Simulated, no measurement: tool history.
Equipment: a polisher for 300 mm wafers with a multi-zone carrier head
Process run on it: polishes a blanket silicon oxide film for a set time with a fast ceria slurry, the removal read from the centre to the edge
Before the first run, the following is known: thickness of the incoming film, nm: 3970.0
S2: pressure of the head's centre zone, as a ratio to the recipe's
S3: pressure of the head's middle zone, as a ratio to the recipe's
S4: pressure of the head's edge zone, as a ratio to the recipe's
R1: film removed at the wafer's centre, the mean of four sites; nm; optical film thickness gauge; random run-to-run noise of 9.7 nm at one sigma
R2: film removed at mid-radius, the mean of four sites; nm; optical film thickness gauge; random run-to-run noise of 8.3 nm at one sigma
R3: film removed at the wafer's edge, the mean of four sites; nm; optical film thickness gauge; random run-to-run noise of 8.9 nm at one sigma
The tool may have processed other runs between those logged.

{"run": 1, "hour": 0.0, "flow of slurry (ml/min)": 140, "S2": 1.0, "S3": 1.0, "S4": 1.0, "polishing time (s)": 40, "R1": 722.97, "R2": 735.04, "R3": 751.27}
{"run": 2, "hour": 3.7, "flow of slurry (ml/min)": 140, "S2": 1.04, "S3": 1.0, "S4": 1.0, "polishing time (s)": 40, "R1": 763.96, "R2": 742.98, "R3": 742.06}
{"run": 3, "hour": 10.0, "flow of slurry (ml/min)": 140, "S2": 1.04, "S3": 0.92, "S4": 1.0, "polishing time (s)": 40, "R1": 751.94, "R2": 689.21, "R3": 744.58}
{"run": 4, "hour": 11.8, "flow of slurry (ml/min)": 145, "S2": 1.02, "S3": 0.95, "S4": 1.02, "polishing time (s)": 42, "R1": 788.28, "R2": 756.18, "R3": 813.48}
{"run": 5, "hour": 12.5, "flow of slurry (ml/min)": 115, "S2": 1.02, "S3": 0.95, "S4": 1.02, "polishing time (s)": 42, "R1": 741.47, "R2": 706.29, "R3": 769.65}
{"run": 6, "hour": 19.3, "flow of slurry (ml/min)": 135, "S2": 1.02, "S3": 0.95, "S4": 1.02, "polishing time (s)": 42, "R1": 789.21, "R2": 727.41, "R3": 794.11}
{"run": 7, "hour": 20.5, "flow of slurry (ml/min)": 145, "S2": 0.99, "S3": 0.99, "S4": 1.03, "polishing time (s)": 43, "R1": 786.47, "R2": 792.91, "R3": 829.29}
{"run": 8, "hour": 25.8, "flow of slurry (ml/min)": 155, "S2": 0.97, "S3": 1.01, "S4": 1.05, "polishing time (s)": 44, "R1": 795.1, "R2": 839.43, "R3": 867.1}
{"run": 9, "hour": 29.6, "flow of slurry (ml/min)": 160, "S2": 0.96, "S3": 1.03, "S4": 1.07, "polishing time (s)": 45, "R1": 815.76, "R2": 889.71, "R3": 904.9}
{"run": 10, "hour": 30.9, "flow of slurry (ml/min)": 165, "S2": 0.95, "S3": 1.04, "S4": 1.09, "polishing time (s)": 46, "R1": 833.11, "R2": 908.37, "R3": 923.47}

Estimate the outcome of run 11 from the log above:
{"run": 11, "hour": 38.0, "flow of slurry (ml/min)": 170, "S2": 0.94, "S3": 1.05, "S4": 1.1, "polishing time (s)": 47, "R1": "?", "R2": "?", "R3": "?"}

{"run 11": {"R1": 826.6, "R2": 942.27, "R3": 949.8}}
